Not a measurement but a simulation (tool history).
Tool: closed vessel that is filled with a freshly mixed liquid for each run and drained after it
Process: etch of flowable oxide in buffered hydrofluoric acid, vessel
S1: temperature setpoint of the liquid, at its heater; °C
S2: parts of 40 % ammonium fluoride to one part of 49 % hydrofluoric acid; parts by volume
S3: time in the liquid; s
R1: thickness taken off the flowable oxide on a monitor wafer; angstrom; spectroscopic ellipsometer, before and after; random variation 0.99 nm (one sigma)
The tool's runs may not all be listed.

run,day,S1,S2,S3,R1
1,0.000,21.0,14.5,90,1932.2
2,0.304,20.0,14.5,90,1845.0
3,0.558,21.5,14.5,90,2013.1
4,0.883,21.5,17.0,90,1722.0
5,1.062,21.0,17.0,90,1675.8
6,1.425,21.0,17.0,100,1877.8
7,1.488,20.0,17.0,100,1782.0
8,1.617,19.5,17.0,100,1702.6

What will run 9 give?
9,1.746,19.0,17.0,100,?

{"run 9": {"R1": 1661.0}}
